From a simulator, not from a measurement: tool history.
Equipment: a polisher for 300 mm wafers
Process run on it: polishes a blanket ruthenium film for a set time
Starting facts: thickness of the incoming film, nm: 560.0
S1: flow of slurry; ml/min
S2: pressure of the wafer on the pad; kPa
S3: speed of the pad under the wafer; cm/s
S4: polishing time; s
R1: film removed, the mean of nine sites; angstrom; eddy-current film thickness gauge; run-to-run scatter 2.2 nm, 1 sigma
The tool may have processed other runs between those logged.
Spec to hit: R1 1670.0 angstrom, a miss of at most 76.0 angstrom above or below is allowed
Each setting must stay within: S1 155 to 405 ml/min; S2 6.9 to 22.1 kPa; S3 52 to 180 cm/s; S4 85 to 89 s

{"run": 1, "day": 0.0, "S1": 260, "S2": 14.5, "S3": 116, "S4": 85, "R1": 1195.1}
{"run": 2, "day": 0.333, "S1": 260, "S2": 14.5, "S3": 116, "S4": 85, "R1": 1147.5}
{"run": 3, "day": 0.638, "S1": 260, "S2": 14.5, "S3": 116, "S4": 89, "R1": 1263.4}
{"run": 4, "day": 0.762, "S1": 260, "S2": 15.2, "S3": 116, "S4": 89, "R1": 1316.3}
{"run": 5, "day": 1.042, "S1": 260, "S2": 15.2, "S3": 116, "S4": 89, "R1": 1290.9}
{"run": 6, "day": 1.083, "S1": 260, "S2": 16.5, "S3": 116, "S4": 89, "R1": 1373.9}
{"run": 7, "day": 1.317, "S1": 260, "S2": 17.2, "S3": 118, "S4": 89, "R1": 1497.0}
{"run": 8, "day": 1.375, "S1": 260, "S2": 17.2, "S3": 118, "S4": 89, "R1": 1469.7}
{"run": 9, "day": 1.692, "S1": 260, "S2": 17.9, "S3": 118, "S4": 89, "R1": 1565.3}

Which of these 4 next moves meets every target?
{"run": "A", "day": 2.008, "S1": 310, "S2": 17.2, "S3": 154, "S4": 89, "R1": "?"}
{"run": "B", "day": 2.008, "S1": 255, "S2": 17.2, "S3": 148, "S4": 89, "R1": "?"}
{"run": "C", "day": 2.008, "S1": 230, "S2": 18.6, "S3": 124, "S4": 89, "R1": "?"}
{"run": "D", "day": 2.008, "S1": 335, "S2": 20.7, "S3": 122, "S4": 89, "R1": "?"}

move=A R1=1907.3
move=B R1=1810.2
move=C R1=1653.5
move=D R1=1867.7
A: takes the biggest miss from the last run beyond its target
B: takes the biggest miss from the last run beyond its target
C: all results land within tolerance of their targets
D: takes the biggest miss from the last run beyond its target
The right move is C.

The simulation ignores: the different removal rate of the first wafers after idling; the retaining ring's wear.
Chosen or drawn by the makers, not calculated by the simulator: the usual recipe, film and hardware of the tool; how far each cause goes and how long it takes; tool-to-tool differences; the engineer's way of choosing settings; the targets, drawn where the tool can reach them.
